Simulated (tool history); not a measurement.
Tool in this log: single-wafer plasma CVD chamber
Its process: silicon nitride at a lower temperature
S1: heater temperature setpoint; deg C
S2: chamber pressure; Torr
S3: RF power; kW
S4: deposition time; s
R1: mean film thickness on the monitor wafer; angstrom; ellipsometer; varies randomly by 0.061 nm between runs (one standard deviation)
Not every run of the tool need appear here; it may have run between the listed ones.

run  hour   S1    S2     S3    S4      R1
  1     0  340  2.04   0.23  17.4  181.71
  2   3.9  340   1.9   0.22  17.4  172.81
  3   5.8  329   1.9   0.22  17.4  173.95
  4   8.8  329   1.9    0.2  17.4  160.66
  5  11.5  329   1.9    0.2  17.4  161.73
  6    14  329   1.9   0.23  17.4  180.25
  7  21.3  329  1.78   0.22  17.4  173.28
  8  26.2  329  1.78   0.22  17.4  171.07
  9  31.4  329  1.68   0.21  17.4  162.96
 10    37  329   1.6  0.205  17.4  159.53
 11  45.5  329  1.24   0.17  17.4  130.16

Expected results for the next run?
 12  51.6  329  1.33  0.17  17.4   ?

For run 12 the tool returned R1 132.52 angstrom.

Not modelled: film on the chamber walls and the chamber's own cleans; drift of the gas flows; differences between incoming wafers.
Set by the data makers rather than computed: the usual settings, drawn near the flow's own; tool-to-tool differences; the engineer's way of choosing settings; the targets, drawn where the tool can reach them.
